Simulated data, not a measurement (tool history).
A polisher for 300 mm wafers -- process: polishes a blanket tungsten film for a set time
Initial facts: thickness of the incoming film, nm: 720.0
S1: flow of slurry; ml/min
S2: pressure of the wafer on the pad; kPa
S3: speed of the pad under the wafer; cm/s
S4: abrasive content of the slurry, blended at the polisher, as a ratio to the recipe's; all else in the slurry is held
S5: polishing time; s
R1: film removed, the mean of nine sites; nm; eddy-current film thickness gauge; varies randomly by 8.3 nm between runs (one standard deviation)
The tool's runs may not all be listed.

run,hour,S1,S2,S3,S4,S5,R1
1,0,300,24.8,134,1,56,395.23
2,7.8,300,26.2,134,1,56,413.59
3,8.5,300,27.6,134,1,56,433.96
4,11.1,300,29,134,1,56,449.45
5,13.3,300,30.3,134,1,56,485.91
6,17,300,31,134,1,56,490.67

Estimate the outcome of run 7 from the log above:
7,23.8,300,31.7,134,1,56,?

R1: 501.15 nm

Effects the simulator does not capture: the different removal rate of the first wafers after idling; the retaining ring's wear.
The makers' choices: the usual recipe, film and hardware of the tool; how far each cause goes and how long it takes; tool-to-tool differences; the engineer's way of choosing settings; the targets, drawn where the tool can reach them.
